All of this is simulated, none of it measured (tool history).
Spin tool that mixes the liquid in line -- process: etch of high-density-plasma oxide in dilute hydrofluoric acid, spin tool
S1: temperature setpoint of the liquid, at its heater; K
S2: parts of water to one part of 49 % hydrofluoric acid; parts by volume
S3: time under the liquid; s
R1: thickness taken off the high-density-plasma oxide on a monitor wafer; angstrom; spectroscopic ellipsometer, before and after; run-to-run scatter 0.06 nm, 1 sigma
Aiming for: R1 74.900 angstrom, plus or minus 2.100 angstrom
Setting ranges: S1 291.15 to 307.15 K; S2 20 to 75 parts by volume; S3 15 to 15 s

run	hour	S1	S2	S3	R1
1	0.0	299.15	45	15	38.089
2	6.8	301.15	40	15	46.174
3	13.9	298.65	40	15	41.767
4	22.4	300.65	35	15	52.597
5	28.4	302.15	35	15	55.003
6	31.2	300.15	35	15	51.344
7	33.4	300.15	35	15	50.990
8	40.9	302.15	35	15	55.001
9	41.4	303.65	35	15	58.345
10	48.8	304.65	35	15	60.886
11	52.9	305.15	35	15	61.681
12	55.6	305.65	35	15	63.472
13	58.5	306.15	35	15	65.073
14	60.1	306.15	35	15	65.358
15	66.5	306.65	35	15	66.737
16	70.8	307.15	35	15	67.055
17	79.3	307.15	30	15	79.835
18	80.9	306.65	30	15	77.659

Which single option among these 4 for the next run brings every result within its allowed miss of target? Just one does.
A	82.5	302.15	25	15	?
B	82.5	304.65	25	15	?
C	82.5	307.15	30	15	?
D	82.5	305.65	30	15	?

move	R1
A	78.799
B	87.123
C	79.422
D	74.900
A: further off than the last run
B: further off than the last run
C: further off than the last run
D: hits every target within its allowed miss
Correct choice: D, which meets every target
